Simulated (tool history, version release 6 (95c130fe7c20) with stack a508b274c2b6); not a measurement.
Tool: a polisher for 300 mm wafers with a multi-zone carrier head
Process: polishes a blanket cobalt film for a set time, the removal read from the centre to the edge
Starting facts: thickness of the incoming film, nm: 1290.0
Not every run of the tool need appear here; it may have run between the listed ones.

run	day	flow of slurry (ml/min)	pressure of the head's centre zone	pressure of the head's middle zone	pressure of the head's edge zone	polishing time (s)	film removed at the wafer's centre (angstrom)	film removed at mid-radius (angstrom)	film removed at the wafer's edge (angstrom)
1	0	125	1	1	1	53	3032.2	3037.4	3257
2	0.05	125	1.03	1	1	53	3114.4	3055.8	3208.1
3	0.233	125	1.03	1	0.92	53	3150.6	3064.1	3097.3
4	0.521	135	1.04	1.02	0.95	54	3292.8	3204.4	3279.6
5	0.717	140	1.04	1.05	0.95	55	3407.3	3411.2	3351.3
6	0.762	145	1.05	1.07	0.97	56	3460.2	3516.2	3444.4

Run 7 has not been measured yet. What should we expect?
7	1.129	180	1.11	1.17	1.02	64	?	?	?

Run 7 gave film removed at the wafer's centre (angstrom) 4437.1, film removed at mid-radius (angstrom) 4554.6, film removed at the wafer's edge (angstrom) 4105.3.
